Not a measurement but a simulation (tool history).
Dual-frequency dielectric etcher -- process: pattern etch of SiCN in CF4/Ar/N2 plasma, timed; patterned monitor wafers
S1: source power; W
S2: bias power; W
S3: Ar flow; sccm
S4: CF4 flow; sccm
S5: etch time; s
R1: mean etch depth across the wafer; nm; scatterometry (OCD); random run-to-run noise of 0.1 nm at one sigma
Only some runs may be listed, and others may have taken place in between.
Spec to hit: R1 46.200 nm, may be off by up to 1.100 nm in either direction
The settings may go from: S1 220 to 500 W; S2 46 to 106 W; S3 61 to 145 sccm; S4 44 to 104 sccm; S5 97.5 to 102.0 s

run 1 hour=0.0 | S1=360 S2=76 S3=103 S4=74 S5=97.5 | R1=66.915
run 2 hour=0.9 | S1=330 S2=76 S3=103 S4=74 S5=97.5 | R1=61.979
run 3 hour=6.7 | S1=330 S2=76 S3=116 S4=74 S5=97.5 | R1=61.248
run 4 hour=12.7 | S1=280 S2=76 S3=116 S4=74 S5=97.5 | R1=53.636
run 5 hour=20.7 | S1=280 S2=87 S3=116 S4=74 S5=97.5 | R1=55.843
run 6 hour=27.6 | S1=260 S2=85 S3=117 S4=73 S5=97.5 | R1=52.112
run 7 hour=32.9 | S1=260 S2=85 S3=117 S4=73 S5=97.5 | R1=52.154
run 8 hour=37.0 | S1=220 S2=80 S3=120 S4=72 S5=97.5 | R1=44.516

Pick the move, out of 5, that brings all results within their allowed miss; only one does.
run A hour=41.1 | S1=220 S2=81 S3=125 S4=67 S5=97.5 | R1=?
run B hour=41.1 | S1=230 S2=61 S3=119 S4=71 S5=97.5 | R1=?
run C hour=41.1 | S1=220 S2=67 S3=112 S4=73 S5=99.5 | R1=?
run D hour=41.1 | S1=230 S2=78 S3=98 S4=70 S5=100.5 | R1=?
run E hour=41.1 | S1=230 S2=79 S3=137 S4=74 S5=100.0 | R1=?

move=A R1=43.859
move=B R1=42.207
move=C R1=43.301
move=D R1=48.111
move=E R1=46.241
A: lands further from the targets than the last run did
B: lands further from the targets than the last run did
C: lands further from the targets than the last run did
D: takes the biggest miss from the last run beyond its target
E: all results in spec
The move that meets every target is E.
